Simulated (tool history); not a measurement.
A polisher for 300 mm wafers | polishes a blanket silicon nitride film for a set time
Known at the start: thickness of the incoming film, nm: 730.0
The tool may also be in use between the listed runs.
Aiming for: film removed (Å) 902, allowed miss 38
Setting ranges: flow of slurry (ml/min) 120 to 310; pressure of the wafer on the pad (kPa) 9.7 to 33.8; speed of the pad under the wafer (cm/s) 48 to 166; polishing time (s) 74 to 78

run  hour  flow of slurry (ml/min)  pressure of the wafer on the pad (kPa)  speed of the pad under the wafer (cm/s)  polishing time (s)  film removed (Å)
  1     0                      200                                    21.4                                      106                  74            1229.2
  2   8.6                      200                                      20                                      106                  74            1156.1
  3  10.2                      200                                    18.6                                      106                  74            1073.3
  4  16.8                      235                                    18.6                                      106                  74            1088.4
  5    24                      235                                    18.6                                      106                  78            1174.5
  6  26.5                      235                                    18.6                                      106                  78            1157.1
  7  32.3                      235                                    17.9                                      106                  78            1147.2
  8  38.8                      235                                    16.5                                      106                  78            1059.1
  9  43.4                      235                                    15.9                                      106                  78            1070.6
 10  50.1                      235                                    15.2                                      106                  78            1007.1
 11    57                      235                                    14.5                                      106                  78            999.41
 12  62.3                      235                                    13.8                                      106                  78            952.07

4 candidate next runs follow, results not yet known. Just one meets every target within its allowed miss. Identify it.
  A  67.6                      205                                    12.4                                      108                  78                 ?
  B  67.6                      190                                    12.4                                      104                  76                 ?
  C  67.6                      235                                     9.7                                      120                  74                 ?
  D  67.6                      260                                      11                                      112                  75                 ?

move  film removed (Å)
   A            904.82
   B            850.13
   C            818.06
   D            851.65
A: in spec on every target
B: moves the result that the last run missed by most past its target, out the other side
C: moves the result that the last run missed by most past its target, out the other side
D: moves the result that the last run missed by most past its target, out the other side
A meets every target.
